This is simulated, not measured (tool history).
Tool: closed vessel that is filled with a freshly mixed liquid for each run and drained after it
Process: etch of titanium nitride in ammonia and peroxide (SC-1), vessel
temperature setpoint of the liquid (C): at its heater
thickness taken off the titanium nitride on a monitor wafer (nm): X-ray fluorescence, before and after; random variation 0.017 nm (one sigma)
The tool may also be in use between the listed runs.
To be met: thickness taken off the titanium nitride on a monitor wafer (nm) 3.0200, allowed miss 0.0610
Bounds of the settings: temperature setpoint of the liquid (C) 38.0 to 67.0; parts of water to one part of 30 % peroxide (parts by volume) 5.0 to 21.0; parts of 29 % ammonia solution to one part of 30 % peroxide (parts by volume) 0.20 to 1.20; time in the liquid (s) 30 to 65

run	hour	temperature setpoint of the liquid (C)	parts of water to one part of 30 % peroxide (parts by volume)	parts of 29 % ammonia solution to one part of 30 % peroxide (parts by volume)	time in the liquid (s)	thickness taken off the titanium nitride on a monitor wafer (nm)
1	0.0	51.0	11.5	0.80	65	4.5418
2	5.8	51.0	9.5	0.80	65	4.9858
3	10.0	51.0	9.5	0.55	65	4.6469
4	15.4	44.0	9.5	0.55	65	2.8339
5	22.8	50.0	9.5	0.55	65	4.3418
6	24.8	50.0	9.5	0.80	65	4.6042
7	27.8	49.0	9.5	0.80	65	4.3266
8	33.2	48.0	9.5	0.80	65	4.0384
9	35.2	47.5	9.5	0.80	65	3.8554
10	39.5	47.0	9.5	0.80	65	3.7279
11	46.6	46.5	9.5	0.80	65	3.6086
12	48.4	46.0	9.5	0.80	65	3.5418
13	53.1	45.5	9.5	0.80	65	3.3744
14	58.2	44.5	9.5	0.80	65	3.1247

5 next moves are on the table. One of them brings every result within its allowed miss. Which?
A	63.3	43.5	10.5	1.10	65	?
B	63.3	46.5	13.0	0.90	65	?
C	63.3	47.5	16.5	0.95	65	?
D	63.3	43.5	10.5	1.05	65	?
E	63.3	42.5	7.0	0.85	65	?

move	thickness taken off the titanium nitride on a monitor wafer (nm)
A	2.9391
B	3.1678
C	3.0241
D	2.9188
E	3.2082
A: takes the result that was furthest off past its target
B: further off than the last run
C: meets every target
D: takes the result that was furthest off past its target
E: further off than the last run
Answer: C
